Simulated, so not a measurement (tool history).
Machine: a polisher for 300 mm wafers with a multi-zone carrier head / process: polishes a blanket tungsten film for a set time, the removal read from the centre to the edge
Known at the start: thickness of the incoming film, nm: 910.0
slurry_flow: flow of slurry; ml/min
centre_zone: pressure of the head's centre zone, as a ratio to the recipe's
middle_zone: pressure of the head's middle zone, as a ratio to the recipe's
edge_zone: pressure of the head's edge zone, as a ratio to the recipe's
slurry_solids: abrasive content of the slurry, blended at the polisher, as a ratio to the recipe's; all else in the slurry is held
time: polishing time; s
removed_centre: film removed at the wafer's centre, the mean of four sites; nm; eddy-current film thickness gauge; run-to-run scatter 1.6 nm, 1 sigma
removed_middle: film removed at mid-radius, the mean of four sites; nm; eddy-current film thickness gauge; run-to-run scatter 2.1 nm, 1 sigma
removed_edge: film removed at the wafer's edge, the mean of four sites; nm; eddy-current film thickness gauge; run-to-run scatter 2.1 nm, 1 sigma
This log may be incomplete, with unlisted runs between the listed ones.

run,hour,slurry_flow,centre_zone,middle_zone,edge_zone,slurry_solids,time,removed_centre,removed_middle,removed_edge
1,0.0,150,1.00,1.00,1.00,1.00,49,311.53,317.19,310.83
2,5.6,145,1.02,0.97,0.97,0.90,47,300.97,289.44,281.36
3,10.3,140,1.02,0.93,0.96,0.80,45,275.08,256.92,263.59
4,17.4,135,1.03,0.91,0.93,0.75,44,267.71,241.34,251.13
5,21.2,135,1.04,0.90,0.91,0.70,43,256.50,235.51,239.24
6,24.4,135,1.04,0.90,0.91,0.80,43,266.60,241.29,239.55

Run 7 is up next; what results do you expect?
7,29.1,130,1.05,0.88,0.89,0.75,43,?,?,?

removed_centre: 263.75 nm
removed_middle: 230.24 nm
removed_edge: 236.70 nm
